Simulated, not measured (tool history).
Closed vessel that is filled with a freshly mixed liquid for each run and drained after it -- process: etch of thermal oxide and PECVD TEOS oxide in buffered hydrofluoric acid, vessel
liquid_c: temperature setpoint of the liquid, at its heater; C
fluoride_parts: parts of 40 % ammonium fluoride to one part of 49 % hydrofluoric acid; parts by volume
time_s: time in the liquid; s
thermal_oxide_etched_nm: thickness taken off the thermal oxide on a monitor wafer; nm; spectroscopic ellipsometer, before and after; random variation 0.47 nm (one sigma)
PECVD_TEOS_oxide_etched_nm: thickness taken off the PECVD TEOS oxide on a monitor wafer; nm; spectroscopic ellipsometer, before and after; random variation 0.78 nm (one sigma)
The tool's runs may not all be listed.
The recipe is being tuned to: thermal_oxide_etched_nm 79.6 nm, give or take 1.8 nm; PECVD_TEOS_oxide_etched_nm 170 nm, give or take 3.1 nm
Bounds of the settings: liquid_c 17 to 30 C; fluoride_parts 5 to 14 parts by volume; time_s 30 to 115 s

| run | hour | liquid_c | fluoride_parts | time_s | thermal_oxide_etched_nm | PECVD_TEOS_oxide_etched_nm |
|---|---|---|---|---|---|---|
| 1 | 0 | 22 | 8.5 | 60 | 59.814 | 128.16 |
| 2 | 0.9 | 23.5 | 8.5 | 60 | 64.864 | 138.73 |
| 3 | 2.6 | 23.5 | 8.5 | 50 | 54.046 | 115.62 |
| 4 | 8 | 25 | 8.5 | 50 | 58.449 | 125.17 |
| 5 | 16.4 | 26.5 | 8.5 | 50 | 63.264 | 134.78 |
| 6 | 17.6 | 26.5 | 11 | 50 | 51.267 | 110.06 |
| 7 | 26.4 | 27.5 | 10 | 50 | 59.261 | 126.31 |
| 8 | 30.5 | 28 | 9.5 | 50 | 64.257 | 137.14 |
| 9 | 37.3 | 28.5 | 9 | 50 | 69.199 | 146.33 |
| 10 | 45.5 | 29 | 9 | 50 | 70.766 | 150.54 |
| 11 | 51.6 | 29.5 | 9 | 50 | 72.857 | 154.69 |
| 12 | 53 | 30 | 8.5 | 50 | 76.829 | 163.77 |
| 13 | 59 | 30 | 8 | 50 | 81.788 | 173.71 |
|  | 61.7 | hydrofluoric acid flow meter replaced |
| 14 | 61.7 | 29.5 | 8 | 50 | 84.247 | 181.72 |
| 15 | 64 | 29 | 8 | 50 | 83.045 | 177.43 |

Exactly one of the 4 candidate moves below puts every result within its allowed miss. Which one?
| A | 66.3 | 28 | 5 | 35 | ? | ? |
| B | 66.3 | 30 | 9.5 | 60 | ? | ? |
| C | 66.3 | 28 | 6.5 | 45 | ? | ? |
| D | 66.3 | 27.5 | 7 | 45 | ? | ? |

| move | thermal_oxide_etched_nm | PECVD_TEOS_oxide_etched_nm |
|---|---|---|
| A | 83.908 | 180.63 |
| B | 88.336 | 190.16 |
| C | 86.304 | 185.78 |
| D | 78.812 | 169.66 |
A: further off than the last run
B: further off than the last run
C: further off than the last run
D: all results in spec
Correct choice: D, which meets every target
